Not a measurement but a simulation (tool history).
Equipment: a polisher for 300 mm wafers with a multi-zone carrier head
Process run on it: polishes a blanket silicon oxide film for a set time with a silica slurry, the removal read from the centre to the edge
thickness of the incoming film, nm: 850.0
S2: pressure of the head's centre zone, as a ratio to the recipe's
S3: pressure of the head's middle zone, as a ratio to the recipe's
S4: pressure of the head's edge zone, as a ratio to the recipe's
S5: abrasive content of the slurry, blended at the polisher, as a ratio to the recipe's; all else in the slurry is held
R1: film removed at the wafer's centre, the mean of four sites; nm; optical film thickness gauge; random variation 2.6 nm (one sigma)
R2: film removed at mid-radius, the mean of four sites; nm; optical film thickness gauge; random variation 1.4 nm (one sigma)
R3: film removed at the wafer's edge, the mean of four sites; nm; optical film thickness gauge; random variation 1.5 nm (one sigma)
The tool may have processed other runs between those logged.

Run 1, hour 0.0: flow of slurry (ml/min) 215, S2 1.00, S3 1.00, S4 1.00, S5 1.00, polishing time (s) 56. Result: R1 139.90 nm, R2 145.27 nm, R3 142.25 nm.
Run 2, hour 6.2: flow of slurry (ml/min) 225, S2 1.04, S3 1.00, S4 1.03, S5 1.05, polishing time (s) 56. Result: R1 152.66 nm, R2 145.93 nm, R3 144.50 nm.
Run 3, hour 8.7: flow of slurry (ml/min) 225, S2 1.05, S3 1.00, S4 1.05, S5 1.15, polishing time (s) 56. Result: R1 155.51 nm, R2 152.75 nm, R3 150.87 nm.
Run 4, hour 16.7: flow of slurry (ml/min) 230, S2 1.07, S3 0.99, S4 1.07, S5 1.20, polishing time (s) 56. Result: R1 160.39 nm, R2 150.11 nm, R3 153.67 nm.
Run 5, hour 18.8: flow of slurry (ml/min) 235, S2 1.09, S3 0.99, S4 1.08, S5 1.25, polishing time (s) 57. Result: R1 169.34 nm, R2 153.81 nm, R3 159.43 nm.
Run 6, hour 20.2: flow of slurry (ml/min) 235, S2 1.09, S3 0.99, S4 1.08, S5 1.15, polishing time (s) 57. Result: R1 164.07 nm, R2 152.10 nm, R3 152.93 nm.
Run 7, hour 24.6: flow of slurry (ml/min) 240, S2 1.10, S3 0.99, S4 1.08, S5 1.20, polishing time (s) 57. Result: R1 170.41 nm, R2 152.49 nm, R3 155.98 nm.
Run 8, hour 26.3: flow of slurry (ml/min) 245, S2 1.11, S3 0.99, S4 1.09, S5 1.25, polishing time (s) 57. Result: R1 175.61 nm, R2 158.03 nm, R3 157.11 nm.

What does the tool deliver on the next run?
Run 9, hour 32.4: flow of slurry (ml/min) 245, S2 1.12, S3 0.98, S4 1.10, S5 1.30, polishing time (s) 58. Result: R1 ?, R2 ?, R3 ?.

R1: 179.90 nm
R2: 160.46 nm
R3: 164.24 nm
